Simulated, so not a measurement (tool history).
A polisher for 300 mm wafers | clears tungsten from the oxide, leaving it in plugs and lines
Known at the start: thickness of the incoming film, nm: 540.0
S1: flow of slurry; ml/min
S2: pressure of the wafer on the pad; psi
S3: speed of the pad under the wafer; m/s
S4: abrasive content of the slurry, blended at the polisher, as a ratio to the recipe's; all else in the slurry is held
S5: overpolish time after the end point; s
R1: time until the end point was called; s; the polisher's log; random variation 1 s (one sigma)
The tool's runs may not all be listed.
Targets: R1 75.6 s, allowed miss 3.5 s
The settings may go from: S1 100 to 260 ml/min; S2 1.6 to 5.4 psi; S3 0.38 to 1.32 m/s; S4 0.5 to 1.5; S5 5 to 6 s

{"run": 1, "day": 0.0, "S1": 165, "S2": 3.5, "S3": 0.84, "S4": 1, "S5": 6, "R1": 123.16}
{"run": 2, "day": 0.088, "S1": 165, "S2": 3.5, "S3": 0.84, "S4": 1, "S5": 6, "R1": 125.65}
{"run": 3, "day": 0.404, "S1": 165, "S2": 3.8, "S3": 0.84, "S4": 1, "S5": 6, "R1": 110.48}
{"run": 4, "day": 0.717, "S1": 165, "S2": 4.3, "S3": 0.84, "S4": 1, "S5": 6, "R1": 102.05}
{"run": 5, "day": 0.808, "S1": 165, "S2": 4.3, "S3": 0.84, "S4": 1, "S5": 6, "R1": 100.75}
{"run": 6, "day": 0.842, "S1": 165, "S2": 4.5, "S3": 0.84, "S4": 1, "S5": 6, "R1": 96.438}
{"run": 7, "day": 0.992, "S1": 165, "S2": 4.6, "S3": 0.84, "S4": 1, "S5": 6, "R1": 95.438}
{"run": 8, "day": 1.158, "S1": 165, "S2": 4.7, "S3": 0.84, "S4": 1, "S5": 6, "R1": 94.435}
{"run": 9, "day": 1.338, "S1": 165, "S2": 4.7, "S3": 0.84, "S4": 1, "S5": 6, "R1": 92.372}

4 next moves are on the table. One of them brings every result within its allowed miss. Which?
{"run": "A", "day": 1.517, "S1": 155, "S2": 4.5, "S3": 0.8, "S4": 0.85, "S5": 6, "R1": "?"}
{"run": "B", "day": 1.517, "S1": 165, "S2": 4.3, "S3": 0.72, "S4": 1.05, "S5": 6, "R1": "?"}
{"run": "C", "day": 1.517, "S1": 170, "S2": 4.9, "S3": 0.98, "S4": 1.05, "S5": 6, "R1": "?"}
{"run": "D", "day": 1.517, "S1": 100, "S2": 4.2, "S3": 0.88, "S4": 1.15, "S5": 6, "R1": "?"}

move=A R1=106.56
move=B R1=117.1
move=C R1=76.082
move=D R1=106.81
A: further off than the last run
B: further off than the last run
C: meets every target
D: further off than the last run
Answer: C

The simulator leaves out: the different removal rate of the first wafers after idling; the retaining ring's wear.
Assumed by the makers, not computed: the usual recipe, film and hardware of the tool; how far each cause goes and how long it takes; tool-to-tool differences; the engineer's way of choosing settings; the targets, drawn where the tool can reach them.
